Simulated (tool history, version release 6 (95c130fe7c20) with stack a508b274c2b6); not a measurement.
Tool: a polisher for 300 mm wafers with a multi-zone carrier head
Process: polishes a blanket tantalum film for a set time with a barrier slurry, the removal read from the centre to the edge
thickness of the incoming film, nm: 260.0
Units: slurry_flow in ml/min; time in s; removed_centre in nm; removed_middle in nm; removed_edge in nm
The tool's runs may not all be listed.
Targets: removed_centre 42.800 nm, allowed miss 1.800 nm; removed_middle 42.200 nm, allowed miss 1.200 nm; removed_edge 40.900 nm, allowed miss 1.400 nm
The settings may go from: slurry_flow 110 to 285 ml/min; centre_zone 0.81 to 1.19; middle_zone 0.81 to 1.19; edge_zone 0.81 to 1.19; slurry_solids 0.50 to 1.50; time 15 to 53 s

Run 1, hour 0.0: slurry_flow 180 ml/min, centre_zone 1.00, middle_zone 1.00, edge_zone 1.00, slurry_solids 1.00, time 34 s. Result: removed_centre 31.426 nm, removed_middle 31.829 nm, removed_edge 32.078 nm.
Run 2, hour 0.5: slurry_flow 190 ml/min, centre_zone 1.03, middle_zone 1.03, edge_zone 1.03, slurry_solids 1.10, time 34 s. Result: removed_centre 33.345 nm, removed_middle 33.550 nm, removed_edge 32.519 nm.
Run 3, hour 9.2: slurry_flow 195 ml/min, centre_zone 1.03, middle_zone 1.03, edge_zone 1.04, slurry_solids 1.20, time 35 s. Result: removed_centre 34.993 nm, removed_middle 34.860 nm, removed_edge 34.356 nm.
Run 4, hour 13.1: slurry_flow 235 ml/min, centre_zone 1.03, middle_zone 1.03, edge_zone 1.04, slurry_solids 1.20, time 35 s. Result: removed_centre 35.370 nm, removed_middle 35.755 nm, removed_edge 34.932 nm.
Run 5, hour 18.8: slurry_flow 235 ml/min, centre_zone 0.97, middle_zone 1.03, edge_zone 1.04, slurry_solids 1.20, time 35 s. Result: removed_centre 34.179 nm, removed_middle 35.807 nm, removed_edge 35.210 nm.
Run 6, hour 23.1: slurry_flow 205 ml/min, centre_zone 0.97, middle_zone 1.03, edge_zone 1.04, slurry_solids 1.20, time 35 s. Result: removed_centre 33.590 nm, removed_middle 35.456 nm, removed_edge 34.409 nm.
Run 7, hour 26.2: slurry_flow 210 ml/min, centre_zone 0.99, middle_zone 1.04, edge_zone 1.06, slurry_solids 1.30, time 36 s. Result: removed_centre 35.425 nm, removed_middle 37.331 nm, removed_edge 36.556 nm.
Run 8, hour 33.1: slurry_flow 215 ml/min, centre_zone 1.02, middle_zone 1.05, edge_zone 1.07, slurry_solids 1.35, time 37 s. Result: removed_centre 37.307 nm, removed_middle 39.320 nm, removed_edge 38.373 nm.
Run 9, hour 40.2: slurry_flow 220 ml/min, centre_zone 1.05, middle_zone 1.05, edge_zone 1.07, slurry_solids 1.40, time 37 s. Result: removed_centre 39.096 nm, removed_middle 38.529 nm, removed_edge 38.264 nm.
Run 10, hour 46.1: slurry_flow 225 ml/min, centre_zone 1.06, middle_zone 1.06, edge_zone 1.08, slurry_solids 1.45, time 37 s. Result: removed_centre 39.647 nm, removed_middle 39.774 nm, removed_edge 39.146 nm.

Which of these 4 next moves meets every target?
Run A, hour 52.0: slurry_flow 195 ml/min, centre_zone 1.09, middle_zone 1.07, edge_zone 1.03, slurry_solids 1.50, time 40 s. Result: removed_centre ?, removed_middle ?, removed_edge ?.
Run B, hour 52.0: slurry_flow 200 ml/min, centre_zone 1.02, middle_zone 1.02, edge_zone 1.10, slurry_solids 1.50, time 35 s. Result: removed_centre ?, removed_middle ?, removed_edge ?.
Run C, hour 52.0: slurry_flow 265 ml/min, centre_zone 1.04, middle_zone 1.03, edge_zone 1.08, slurry_solids 1.35, time 35 s. Result: removed_centre ?, removed_middle ?, removed_edge ?.
Run D, hour 52.0: slurry_flow 255 ml/min, centre_zone 1.14, middle_zone 0.90, edge_zone 1.01, slurry_solids 1.40, time 40 s. Result: removed_centre ?, removed_middle ?, removed_edge ?.

move  removed_centre  removed_middle  removed_edge
   A          41.963          42.806        41.304
   B          35.065          36.534        37.278
   C          36.311          37.350        37.249
   D          44.570          39.543        41.605
A: meets every target
B: further off than the last run
C: further off than the last run
D: further off than the last run
Answer: A

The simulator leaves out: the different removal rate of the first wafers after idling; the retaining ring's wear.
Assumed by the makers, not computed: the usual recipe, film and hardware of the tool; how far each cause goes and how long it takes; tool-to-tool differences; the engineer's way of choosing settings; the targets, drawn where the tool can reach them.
